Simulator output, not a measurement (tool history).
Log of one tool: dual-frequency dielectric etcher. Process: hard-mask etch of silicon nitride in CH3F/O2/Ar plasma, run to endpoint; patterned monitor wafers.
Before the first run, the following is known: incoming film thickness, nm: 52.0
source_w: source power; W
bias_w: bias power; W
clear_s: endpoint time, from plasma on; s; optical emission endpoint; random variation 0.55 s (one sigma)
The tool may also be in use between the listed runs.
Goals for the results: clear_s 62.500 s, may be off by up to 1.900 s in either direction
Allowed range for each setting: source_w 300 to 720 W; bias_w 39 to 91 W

run,hour,source_w,bias_w,clear_s
1,0.0,510,65,72.331
2,0.7,520,66,72.075
3,2.0,530,67,70.305
4,9.7,540,67,69.750
5,17.1,540,58,73.419
6,18.8,540,53,75.422
7,23.4,540,53,75.954
8,32.3,560,54,74.561
9,33.1,570,56,73.093
10,35.7,580,57,73.405
11,36.8,590,60,69.753

Below are 5 possible settings for the next run. Only one of them brings all results inside the allowed miss of their targets. Which is it?
A,37.9,720,66,?
B,37.9,720,78,?
C,37.9,610,65,?
D,37.9,710,81,?
E,37.9,600,49,?

move,clear_s
A,62.928
B,59.614
C,67.396
D,59.185
E,74.004
A: meets every target
B: moves the result that the last run missed by most past its target, out the other side
C: moves toward the targets from the last run without getting all of them in spec
D: moves the result that the last run missed by most past its target, out the other side
E: misses by more than the last run did
So the answer is move A, the one that meets all the targets.
